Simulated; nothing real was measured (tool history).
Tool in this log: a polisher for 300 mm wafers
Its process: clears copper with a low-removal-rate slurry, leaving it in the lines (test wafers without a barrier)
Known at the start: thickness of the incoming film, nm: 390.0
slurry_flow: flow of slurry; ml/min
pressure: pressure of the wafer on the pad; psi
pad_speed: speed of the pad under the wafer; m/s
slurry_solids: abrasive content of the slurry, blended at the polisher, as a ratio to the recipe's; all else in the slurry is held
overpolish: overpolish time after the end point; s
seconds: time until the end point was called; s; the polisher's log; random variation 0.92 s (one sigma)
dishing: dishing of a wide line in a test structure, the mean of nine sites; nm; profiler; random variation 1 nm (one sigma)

run	hour	slurry_flow	pressure	pad_speed	slurry_solids	overpolish	seconds	dishing
1	0	295	4.1	0.84	1	20	98.948	55.023
2	5.1	295	4.3	0.84	1	21	96.163	60.331
3	8.5	295	4.3	0.7	1	21	115.15	52.237
4	16.1	295	3.6	0.7	1	21	134.58	47.044
5	22.1	295	3.2	0.7	1	21	148.13	41.681
6	24.6	295	3.2	0.58	1	21	176.06	36.372
7	28.3	295	4.3	0.66	1	24	122.05	56.316
8	33.9	295	4.6	0.66	1	24	113.49	60.999
9	35.5	295	4.6	0.66	1	24	115.8	60.114
10	40.5	295	4.9	0.66	1	24	111.35	61.775
11	41.2	295	5.1	0.68	1	24	100.19	64.862
12	48.6	295	5.3	0.68	1	24	97.933	67.456
13	54.5	295	5.5	0.68	1	24	95.284	68.63
14	59.2	295	5.6	0.68	1	24	94.564	70.503

What will run 15 give?
15	64	295	5.7	0.68	1	24	?	?

Run 15 came out at seconds 93.235 s, dishing 70.829 nm.
